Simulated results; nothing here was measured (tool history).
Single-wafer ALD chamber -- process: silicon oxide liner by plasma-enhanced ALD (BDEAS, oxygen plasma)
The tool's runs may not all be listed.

| run | hour | heater temperature setpoint (deg C) | number of ALD cycles (cycles) | mean film thickness on the monitor wafer (nm) |
|---|---|---|---|---|
| 1 | 0 | 325 | 40 | 3.6633 |
| 2 | 1 | 316 | 40 | 3.7299 |
| 3 | 7.9 | 316 | 36 | 3.3322 |
| 4 | 11.9 | 315 | 39 | 3.6229 |
| 5 | 19.6 | 314 | 41 | 3.8206 |
| 6 | 22.4 | 310 | 41 | 3.8161 |

The next listed run, before its measurement:
| 7 | 26.7 | 310 | 43 | ? |

Run 7 came out at mean film thickness on the monitor wafer (nm) 4.0324.
